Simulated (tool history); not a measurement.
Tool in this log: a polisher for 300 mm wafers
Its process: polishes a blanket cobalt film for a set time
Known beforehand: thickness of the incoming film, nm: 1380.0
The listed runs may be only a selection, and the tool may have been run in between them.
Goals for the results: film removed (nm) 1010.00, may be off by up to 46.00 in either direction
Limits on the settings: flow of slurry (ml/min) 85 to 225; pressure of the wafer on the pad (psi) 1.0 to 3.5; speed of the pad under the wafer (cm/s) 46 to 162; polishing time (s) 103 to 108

| run | hour | flow of slurry (ml/min) | pressure of the wafer on the pad (psi) | speed of the pad under the wafer (cm/s) | polishing time (s) | film removed (nm) |
|---|---|---|---|---|---|---|
| 1 | 0.0 | 145 | 2.2 | 104 | 103 | 667.43 |
| 2 | 7.6 | 145 | 2.2 | 104 | 108 | 692.47 |
| 3 | 15.3 | 145 | 2.2 | 104 | 103 | 671.89 |
| 4 | 16.0 | 145 | 2.3 | 104 | 103 | 696.57 |
| 5 | 21.1 | 145 | 2.3 | 104 | 103 | 708.39 |
| 6 | 29.9 | 145 | 2.3 | 104 | 108 | 743.66 |
| 7 | 37.7 | 145 | 2.4 | 104 | 108 | 764.98 |
| 8 | 45.0 | 145 | 2.5 | 104 | 108 | 795.98 |
| 9 | 46.6 | 145 | 2.6 | 104 | 108 | 860.46 |
| 10 | 49.2 | 150 | 2.8 | 104 | 108 | 904.55 |

Which one of the following 4 next-run settings gets every result inside its allowed miss? There is exactly one.
| A | 51.8 | 155 | 2.0 | 144 | 108 | ? |
| B | 51.8 | 130 | 2.7 | 100 | 104 | ? |
| C | 51.8 | 130 | 3.4 | 92 | 108 | ? |
| D | 51.8 | 145 | 2.7 | 100 | 103 | ? |

| move | film removed (nm) |
|---|---|
| A | 824.95 |
| B | 811.56 |
| C | 1002.60 |
| D | 816.58 |
A: further off than the last run
B: further off than the last run
C: meets every target
D: further off than the last run
Answer: C

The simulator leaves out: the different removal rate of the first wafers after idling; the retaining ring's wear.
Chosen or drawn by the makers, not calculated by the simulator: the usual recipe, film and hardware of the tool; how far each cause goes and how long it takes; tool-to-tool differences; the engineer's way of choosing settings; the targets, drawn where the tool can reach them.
